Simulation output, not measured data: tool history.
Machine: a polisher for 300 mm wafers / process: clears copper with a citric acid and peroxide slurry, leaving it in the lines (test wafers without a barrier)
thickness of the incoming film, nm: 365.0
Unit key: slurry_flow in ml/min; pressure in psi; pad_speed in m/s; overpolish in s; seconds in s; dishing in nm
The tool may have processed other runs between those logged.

{"run": 1, "hour": 0.0, "slurry_flow": 160, "pressure": 3.2, "pad_speed": 0.9, "slurry_solids": 1, "overpolish": 13, "seconds": 205.22, "dishing": 18.356}
{"run": 2, "hour": 8.4, "slurry_flow": 125, "pressure": 3.2, "pad_speed": 0.9, "slurry_solids": 1, "overpolish": 13, "seconds": 212.15, "dishing": 17.778}
{"run": 3, "hour": 15.1, "slurry_flow": 150, "pressure": 3.2, "pad_speed": 0.9, "slurry_solids": 1, "overpolish": 13, "seconds": 205.72, "dishing": 18.526}
{"run": 4, "hour": 19.3, "slurry_flow": 150, "pressure": 2.6, "pad_speed": 0.9, "slurry_solids": 1, "overpolish": 13, "seconds": 256, "dishing": 15.503}
{"run": 5, "hour": 27.7, "slurry_flow": 150, "pressure": 2.6, "pad_speed": 0.9, "slurry_solids": 1, "overpolish": 10, "seconds": 252.11, "dishing": 11.738}
{"run": 6, "hour": 36.3, "slurry_flow": 150, "pressure": 2, "pad_speed": 0.9, "slurry_solids": 1, "overpolish": 10, "seconds": 323.44, "dishing": 9.4696}
{"run": 7, "hour": 44.7, "slurry_flow": 150, "pressure": 2, "pad_speed": 0.9, "slurry_solids": 1, "overpolish": 10, "seconds": 320.41, "dishing": 9.6581}

Predict the results of run 8:
{"run": 8, "hour": 50.1, "slurry_flow": 150, "pressure": 2, "pad_speed": 0.9, "slurry_solids": 1, "overpolish": 12, "seconds": "?", "dishing": "?"}

{"run 8": {"seconds": 324.18, "dishing": 11.559}}
